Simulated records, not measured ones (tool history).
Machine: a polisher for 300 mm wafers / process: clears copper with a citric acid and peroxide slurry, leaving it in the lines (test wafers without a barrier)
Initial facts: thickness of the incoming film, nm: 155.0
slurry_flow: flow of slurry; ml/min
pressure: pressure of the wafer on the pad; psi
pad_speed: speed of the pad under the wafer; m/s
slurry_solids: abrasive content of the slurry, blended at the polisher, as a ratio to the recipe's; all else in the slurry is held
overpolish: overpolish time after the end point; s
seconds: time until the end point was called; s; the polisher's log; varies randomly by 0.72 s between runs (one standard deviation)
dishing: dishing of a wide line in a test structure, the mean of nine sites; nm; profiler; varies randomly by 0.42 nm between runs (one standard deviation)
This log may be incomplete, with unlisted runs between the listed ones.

run 1 hour=0.0 | slurry_flow=215 pressure=2.3 pad_speed=1.04 slurry_solids=1.0 overpolish=14 | seconds=72.809 dishing=18.381
run 2 hour=8.8 | slurry_flow=210 pressure=2.6 pad_speed=1.08 slurry_solids=1.0 overpolish=15 | seconds=64.472 dishing=22.411
run 3 hour=15.4 | slurry_flow=210 pressure=2.6 pad_speed=1.08 slurry_solids=0.8 overpolish=15 | seconds=66.139 dishing=21.660
run 4 hour=21.7 | slurry_flow=210 pressure=2.9 pad_speed=1.12 slurry_solids=0.8 overpolish=15 | seconds=59.661 dishing=24.148
run 5 hour=25.3 | slurry_flow=210 pressure=3.1 pad_speed=1.18 slurry_solids=0.8 overpolish=15 | seconds=52.768 dishing=26.545
run 6 hour=32.0 | slurry_flow=210 pressure=3.2 pad_speed=1.22 slurry_solids=0.8 overpolish=16 | seconds=49.057 dishing=29.486

Expected results for the next run?
run 7 hour=35.8 | slurry_flow=210 pressure=3.3 pad_speed=1.24 slurry_solids=0.8 overpolish=17 | seconds=? dishing=?

{"run 7": {"seconds": 47.653, "dishing": 32.724}}
